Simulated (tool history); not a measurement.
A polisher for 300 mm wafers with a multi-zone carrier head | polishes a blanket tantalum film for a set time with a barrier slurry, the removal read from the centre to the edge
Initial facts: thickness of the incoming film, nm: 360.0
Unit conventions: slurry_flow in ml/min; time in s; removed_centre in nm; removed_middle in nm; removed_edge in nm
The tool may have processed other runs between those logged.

Run 1, hour 0.0: slurry_flow 320 ml/min, centre_zone 1.00, middle_zone 1.00, edge_zone 1.00, slurry_solids 1.00, time 45 s. Result: removed_centre 101.160 nm, removed_middle 96.083 nm, removed_edge 103.440 nm.
Run 2, hour 4.0: slurry_flow 320 ml/min, centre_zone 1.00, middle_zone 1.00, edge_zone 1.00, slurry_solids 1.00, time 49 s. Result: removed_centre 109.720 nm, removed_middle 105.230 nm, removed_edge 111.310 nm.
Run 3, hour 4.9: slurry_flow 260 ml/min, centre_zone 1.00, middle_zone 1.00, edge_zone 1.00, slurry_solids 1.00, time 49 s. Result: removed_centre 108.680 nm, removed_middle 103.060 nm, removed_edge 108.270 nm.
Run 4, hour 7.6: slurry_flow 290 ml/min, centre_zone 1.00, middle_zone 1.00, edge_zone 1.00, slurry_solids 1.00, time 49 s. Result: removed_centre 107.850 nm, removed_middle 104.030 nm, removed_edge 111.470 nm.
Run 5, hour 8.6: slurry_flow 280 ml/min, centre_zone 0.94, middle_zone 0.99, edge_zone 1.01, slurry_solids 0.85, time 41 s. Result: removed_centre 81.029 nm, removed_middle 83.614 nm, removed_edge 89.334 nm.
Run 6, hour 15.0: slurry_flow 280 ml/min, centre_zone 0.97, middle_zone 0.99, edge_zone 1.01, slurry_solids 0.85, time 41 s. Result: removed_centre 83.528 nm, removed_middle 82.617 nm, removed_edge 89.660 nm.
Run 7, hour 17.4: slurry_flow 270 ml/min, centre_zone 0.93, middle_zone 0.96, edge_zone 0.99, slurry_solids 0.75, time 36 s. Result: removed_centre 68.306 nm, removed_middle 70.109 nm, removed_edge 75.449 nm.

Forecast run 8:
Run 8, hour 25.4: slurry_flow 240 ml/min, centre_zone 0.83, middle_zone 0.86, edge_zone 0.98, slurry_solids 0.50, time 26 s. Result: removed_centre ?, removed_middle ?, removed_edge ?.

removed_centre: 38.512 nm
removed_middle: 40.514 nm
removed_edge: 47.830 nm
